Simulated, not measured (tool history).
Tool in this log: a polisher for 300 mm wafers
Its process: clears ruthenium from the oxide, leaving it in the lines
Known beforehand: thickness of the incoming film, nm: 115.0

run  hour  flow of slurry (ml/min)  pressure of the wafer on the pad (kPa)  speed of the pad under the wafer (m/s)  overpolish time after the end point (s)  time until the end point was called (s)
  1     0                      155                                    11.7                                    1.06                                       42                                   133.61
  2   5.1                      155                                    11.7                                    1.06                                       42                                   135.44
  3   7.1                      155                                    11.7                                    0.82                                       42                                   169.63
  4  14.9                      120                                    11.7                                    0.82                                       42                                   182.65
  5  16.5                      115                                      11                                    0.82                                       42                                   193.18
  6  23.2                      115                                      11                                    0.66                                       42                                   238.19

The next listed run, before its measurement:
  7  26.1                      120                                      11                                    0.66                                       42                                        ?

{"run 7": {"time until the end point was called (s)": 235.39}}
